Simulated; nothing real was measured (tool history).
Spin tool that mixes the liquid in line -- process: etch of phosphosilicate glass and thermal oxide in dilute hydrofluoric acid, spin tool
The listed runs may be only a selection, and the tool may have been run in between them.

run	day	temperature setpoint of the liquid (C)	parts of water to one part of 49 % hydrofluoric acid (parts by volume)	time under the liquid (s)	thickness taken off the phosphosilicate glass on a monitor wafer (angstrom)	thickness taken off the thermal oxide on a monitor wafer (angstrom)
1	0.000	23.0	155	90	602.83	27.668
2	0.062	24.0	150	90	649.29	29.577
3	0.279	25.0	145	90	705.01	31.892
4	0.417	22.5	145	90	639.66	29.179
5	0.492	22.5	120	90	789.40	35.601
6	0.767	23.0	120	90	810.56	36.842
7	1.092	23.5	120	90	825.05	38.301

The next listed run, before its measurement:
8	1.296	24.0	120	90	?	?

thickness taken off the phosphosilicate glass on a monitor wafer (angstrom): 840.24
thickness taken off the thermal oxide on a monitor wafer (angstrom): 38.262
